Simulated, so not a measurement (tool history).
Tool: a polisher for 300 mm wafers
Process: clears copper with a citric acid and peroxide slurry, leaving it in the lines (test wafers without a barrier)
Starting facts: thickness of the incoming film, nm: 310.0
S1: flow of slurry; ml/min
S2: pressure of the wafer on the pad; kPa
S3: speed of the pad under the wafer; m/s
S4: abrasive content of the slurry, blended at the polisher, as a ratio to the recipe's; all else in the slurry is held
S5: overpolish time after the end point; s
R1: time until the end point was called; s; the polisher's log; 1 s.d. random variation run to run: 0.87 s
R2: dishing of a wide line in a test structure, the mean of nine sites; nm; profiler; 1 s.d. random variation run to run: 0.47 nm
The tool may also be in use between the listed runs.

| run | hour | S1 | S2 | S3 | S4 | S5 | R1 | R2 |
|---|---|---|---|---|---|---|---|---|
| 1 | 0 | 200 | 22.8 | 1.34 | 1 | 26 | 100.28 | 36.854 |
| 2 | 1.1 | 200 | 22.8 | 1.08 | 1 | 26 | 121.53 | 32.912 |
| 3 | 1.8 | 200 | 22.8 | 1.08 | 1.1 | 26 | 117.23 | 33.787 |
| 4 | 7.5 | 200 | 22.8 | 1.08 | 1.1 | 34 | 122.22 | 39.765 |
| 5 | 14.5 | 200 | 22.8 | 1.08 | 1.1 | 45 | 121.59 | 47.151 |
| 6 | 17 | 200 | 19.3 | 1.08 | 1.1 | 45 | 140.55 | 41.654 |
| 7 | 24.5 | 215 | 19.3 | 1.2 | 1.05 | 41 | 122.33 | 43.577 |
| 8 | 31.7 | 205 | 19.3 | 1.3 | 1 | 37 | 117.74 | 41.895 |
|  | 39.3 | slurry nozzle cleaned |
| 9 | 39.3 | 205 | 20 | 1.3 | 1.05 | 34 | 103.77 | 42.321 |
| 10 | 46.5 | 195 | 18.6 | 1.36 | 1.05 | 31 | 108.34 | 39.884 |
| 11 | 50.4 | 210 | 20.7 | 1.34 | 1 | 28 | 99.254 | 38.898 |
| 12 | 53.7 | 220 | 21.4 | 1.34 | 0.95 | 26 | 96.63 | 37.554 |
| 13 | 55.1 | 230 | 22.1 | 1.34 | 0.9 | 24 | 94.925 | 36.039 |
| 14 | 57.6 | 240 | 22.8 | 1.34 | 0.85 | 22 | 92.809 | 34.934 |
| 15 | 64 | 250 | 23.4 | 1.36 | 0.8 | 20 | 90.366 | 34.075 |

Run 16 comes next. What will it give?
| 16 | 70.6 | 255 | 23.4 | 1.38 | 0.75 | 19 | ? | ? |

R1: 88.705 s
R2: 33.069 nm
